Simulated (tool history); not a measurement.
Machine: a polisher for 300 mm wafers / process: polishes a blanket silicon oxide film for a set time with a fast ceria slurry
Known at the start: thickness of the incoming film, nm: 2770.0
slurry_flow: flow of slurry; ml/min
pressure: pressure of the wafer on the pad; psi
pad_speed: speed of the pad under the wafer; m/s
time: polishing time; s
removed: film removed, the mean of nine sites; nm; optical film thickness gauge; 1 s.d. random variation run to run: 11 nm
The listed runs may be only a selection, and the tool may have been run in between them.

{"run": 1, "hour": 0.0, "slurry_flow": 240, "pressure": 3.1, "pad_speed": 0.76, "time": 47, "removed": 673.42}
{"run": 2, "hour": 6.9, "slurry_flow": 240, "pressure": 2.7, "pad_speed": 0.76, "time": 47, "removed": 596.7}
{"run": 3, "hour": 13.7, "slurry_flow": 240, "pressure": 2.9, "pad_speed": 0.76, "time": 47, "removed": 634.85}
{"run": 4, "hour": 14.6, "slurry_flow": 240, "pressure": 2.4, "pad_speed": 0.76, "time": 47, "removed": 546.61}
{"run": 5, "hour": 20.2, "slurry_flow": 215, "pressure": 2.4, "pad_speed": 0.76, "time": 47, "removed": 530.83}
{"run": 6, "hour": 22.9, "slurry_flow": 215, "pressure": 2.9, "pad_speed": 0.76, "time": 47, "removed": 631.86}
{"run": 7, "hour": 29.1, "slurry_flow": 215, "pressure": 3.0, "pad_speed": 0.76, "time": 47, "removed": 640.24}

What does the tool deliver on the next run?
{"run": 8, "hour": 30.5, "slurry_flow": 220, "pressure": 3.1, "pad_speed": 0.76, "time": 47, "removed": "?"}

{"run 8": {"removed": 661.97}}
